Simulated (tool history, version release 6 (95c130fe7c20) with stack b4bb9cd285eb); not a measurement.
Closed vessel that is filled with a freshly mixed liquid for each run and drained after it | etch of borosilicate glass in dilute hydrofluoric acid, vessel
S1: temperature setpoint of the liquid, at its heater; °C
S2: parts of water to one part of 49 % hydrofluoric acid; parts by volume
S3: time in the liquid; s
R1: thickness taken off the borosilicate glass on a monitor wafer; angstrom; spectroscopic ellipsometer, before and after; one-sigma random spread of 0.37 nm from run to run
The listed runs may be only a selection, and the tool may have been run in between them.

{"run": 1, "hour": 0.0, "S1": 21, "S2": 245, "S3": 370, "R1": 372.28}
{"run": 2, "hour": 6.8, "S1": 24.5, "S2": 245, "S3": 370, "R1": 422.18}
{"run": 3, "hour": 12.7, "S1": 24.5, "S2": 245, "S3": 395, "R1": 453.78}
{"run": 4, "hour": 17.6, "S1": 24.5, "S2": 210, "S3": 395, "R1": 548.07}
{"run": 5, "hour": 20.6, "S1": 26, "S2": 185, "S3": 395, "R1": 675.64}
{"run": 6, "hour": 22.3, "S1": 27, "S2": 170, "S3": 395, "R1": 773.17}
{"run": 7, "hour": 23.8, "S1": 29, "S2": 140, "S3": 395, "R1": 1044.9}

The next listed run, before its measurement:
{"run": 8, "hour": 24.3, "S1": 29, "S2": 140, "S3": 395, "R1": "?"}

R1: 1039.2 angstrom
